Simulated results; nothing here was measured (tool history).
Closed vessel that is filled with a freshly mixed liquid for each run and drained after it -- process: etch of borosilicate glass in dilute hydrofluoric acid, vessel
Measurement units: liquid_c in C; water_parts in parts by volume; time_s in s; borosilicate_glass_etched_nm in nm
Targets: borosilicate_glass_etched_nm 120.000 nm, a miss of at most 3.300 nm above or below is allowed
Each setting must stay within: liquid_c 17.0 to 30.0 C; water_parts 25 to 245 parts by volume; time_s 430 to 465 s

run	hour	liquid_c	water_parts	time_s	borosilicate_glass_etched_nm
1	0.0	22.0	135	430	69.439
2	7.7	22.0	135	465	74.447
3	14.7	22.0	135	430	69.829
4	20.8	22.0	135	430	69.614
5	27.4	22.0	135	465	75.507
6	30.1	22.0	120	465	86.460
7	37.6	23.0	120	465	90.201
8	43.0	24.0	120	465	92.666
9	49.9	25.0	120	465	97.080
10	51.4	25.5	120	465	98.479
11	59.7	26.0	120	465	100.940
12	65.7	26.5	120	465	101.960
13	73.4	27.0	120	465	105.450
14	78.2	27.5	120	465	106.110
15	80.4	28.0	120	465	106.980
16	84.9	28.5	120	465	110.320
17	87.8	29.5	120	465	114.990
18	93.6	30.0	120	465	116.300

Which one of the following 5 next-run settings gets every result inside its allowed miss? There is exactly one.
A	99.4	30.0	120	450	?
B	99.4	30.0	125	465	?
C	99.4	29.0	105	430	?
D	99.4	29.5	105	450	?
E	99.4	30.0	110	465	?

move	borosilicate_glass_etched_nm
A	112.250
B	110.590
C	120.550
D	128.550
E	128.290
A: the biggest miss grows against the last run
B: the biggest miss grows against the last run
C: in spec on every target
D: pushes the last run's worst result past its target
E: pushes the last run's worst result past its target
C meets every target.

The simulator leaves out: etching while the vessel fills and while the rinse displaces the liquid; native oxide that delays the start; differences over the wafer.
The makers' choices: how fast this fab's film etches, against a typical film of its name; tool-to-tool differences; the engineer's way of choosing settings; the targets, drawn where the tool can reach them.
